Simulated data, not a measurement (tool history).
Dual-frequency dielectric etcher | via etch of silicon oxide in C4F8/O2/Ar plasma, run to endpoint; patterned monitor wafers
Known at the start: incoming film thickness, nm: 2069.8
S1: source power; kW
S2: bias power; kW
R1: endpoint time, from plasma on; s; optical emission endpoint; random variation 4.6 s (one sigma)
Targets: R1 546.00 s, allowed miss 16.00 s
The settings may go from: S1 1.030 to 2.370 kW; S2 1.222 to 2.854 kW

{"run": 1, "hour": 0.0, "S1": 1.7, "S2": 2.038, "R1": 441.34}
{"run": 2, "hour": 5.5, "S1": 1.7, "S2": 1.829, "R1": 442.13}
{"run": 3, "hour": 9.2, "S1": 1.91, "S2": 1.829, "R1": 425.96}
{"run": 4, "hour": 17.1, "S1": 2.2, "S2": 1.829, "R1": 392.26}
{"run": 5, "hour": 19.2, "S1": 2.04, "S2": 1.747, "R1": 413.59}
{"run": 6, "hour": 19.8, "S1": 2.04, "S2": 2.018, "R1": 385.5}
{"run": 7, "hour": 21.0, "S1": 1.91, "S2": 1.973, "R1": 412.84}
{"run": 8, "hour": 22.3, "S1": 1.79, "S2": 1.918, "R1": 435.91}
{"run": 9, "hour": 24.5, "S1": 1.7, "S2": 1.885, "R1": 443.16}
{"run": 10, "hour": 31.8, "S1": 1.61, "S2": 1.833, "R1": 459.39}
{"run": 11, "hour": 35.3, "S1": 1.53, "S2": 1.796, "R1": 481.19}
{"run": 12, "hour": 40.4, "S1": 1.48, "S2": 1.779, "R1": 486.65}
{"run": 13, "hour": 48.9, "S1": 1.43, "S2": 1.761, "R1": 505.29}
{"run": 14, "hour": 51.1, "S1": 1.4, "S2": 1.752, "R1": 522.21}
{"run": 15, "hour": 52.8, "S1": 1.38, "S2": 1.748, "R1": 528.74}
{"run": 16, "hour": 55.8, "S1": 1.37, "S2": 1.746, "R1": 529.36}
{"run": 17, "hour": 58.8, "S1": 1.36, "S2": 1.743, "R1": 531.56}

4 next moves are on the table. One of them brings every result within its allowed miss. Which?
{"run": "A", "hour": 61.8, "S1": 1.29, "S2": 1.816, "R1": "?"}
{"run": "B", "hour": 61.8, "S1": 1.4, "S2": 1.807, "R1": "?"}
{"run": "C", "hour": 61.8, "S1": 1.54, "S2": 1.648, "R1": "?"}
{"run": "D", "hour": 61.8, "S1": 1.29, "S2": 2.135, "R1": "?"}

move=A R1=541.62
move=B R1=512.34
move=C R1=495.35
move=D R1=513.57
A: meets every target
B: further off than the last run
C: further off than the last run
D: further off than the last run
The right move is A.

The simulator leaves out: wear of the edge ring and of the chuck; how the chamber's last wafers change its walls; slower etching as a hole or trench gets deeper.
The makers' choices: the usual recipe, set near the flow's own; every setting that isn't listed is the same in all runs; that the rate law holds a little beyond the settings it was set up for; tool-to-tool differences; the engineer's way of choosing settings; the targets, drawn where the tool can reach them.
